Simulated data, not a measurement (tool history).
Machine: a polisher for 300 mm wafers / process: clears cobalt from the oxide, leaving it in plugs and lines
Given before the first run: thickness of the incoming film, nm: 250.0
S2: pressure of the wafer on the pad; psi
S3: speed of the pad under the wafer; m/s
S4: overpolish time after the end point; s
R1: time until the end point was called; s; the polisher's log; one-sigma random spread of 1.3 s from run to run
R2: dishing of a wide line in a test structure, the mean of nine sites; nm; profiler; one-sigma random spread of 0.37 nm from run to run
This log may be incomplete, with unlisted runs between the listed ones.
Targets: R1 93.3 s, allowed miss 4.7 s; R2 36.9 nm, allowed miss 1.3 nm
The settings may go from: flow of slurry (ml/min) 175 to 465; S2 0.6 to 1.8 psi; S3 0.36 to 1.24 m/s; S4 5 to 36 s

{"run": 1, "hour": 0.0, "flow of slurry (ml/min)": 295, "S2": 1.2, "S3": 0.8, "S4": 18, "R1": 109.89, "R2": 28.956}
{"run": 2, "hour": 6.0, "flow of slurry (ml/min)": 295, "S2": 1.3, "S3": 0.8, "S4": 20, "R1": 102.44, "R2": 33.121}
{"run": 3, "hour": 11.9, "flow of slurry (ml/min)": 295, "S2": 1.3, "S3": 0.6, "S4": 20, "R1": 135.14, "R2": 26.897}
{"run": 4, "hour": 12.7, "flow of slurry (ml/min)": 295, "S2": 1.3, "S3": 0.68, "S4": 20, "R1": 117.28, "R2": 29.064}
{"run": 5, "hour": 19.9, "flow of slurry (ml/min)": 295, "S2": 1.3, "S3": 0.76, "S4": 20, "R1": 106.3, "R2": 31.509}
{"run": 6, "hour": 25.3, "flow of slurry (ml/min)": 295, "S2": 1.3, "S3": 0.76, "S4": 27, "R1": 107.92, "R2": 37.852}
{"run": 7, "hour": 27.1, "flow of slurry (ml/min)": 295, "S2": 1.3, "S3": 0.76, "S4": 26, "R1": 107.54, "R2": 37.071}
{"run": 8, "hour": 34.1, "flow of slurry (ml/min)": 295, "S2": 1.3, "S3": 0.76, "S4": 25, "R1": 107.54, "R2": 36.673}

Exercise: of the 4 proposed moves below, exactly one satisfies all targets within the stated allowed misses. Which move is it?
{"run": "A", "hour": 41.1, "flow of slurry (ml/min)": 360, "S2": 1.6, "S3": 0.72, "S4": 22, "R1": "?", "R2": "?"}
{"run": "B", "hour": 41.1, "flow of slurry (ml/min)": 335, "S2": 1.2, "S3": 0.86, "S4": 23, "R1": "?", "R2": "?"}
{"run": "C", "hour": 41.1, "flow of slurry (ml/min)": 275, "S2": 1.6, "S3": 0.72, "S4": 19, "R1": "?", "R2": "?"}
{"run": "D", "hour": 41.1, "flow of slurry (ml/min)": 330, "S2": 1.4, "S3": 0.8, "S4": 19, "R1": "?", "R2": "?"}

move=A R1=92.642 R2=37.222
move=B R1=103.8 R2=35.723
move=C R1=94.927 R2=33.442
move=D R1=95.979 R2=33.211
A: meets every target
B: nearer than the last run, and not there yet
C: corrects the largest miss of the last run, while another result sits out of spec
D: corrects the largest miss of the last run, while another result sits out of spec
Answer: A
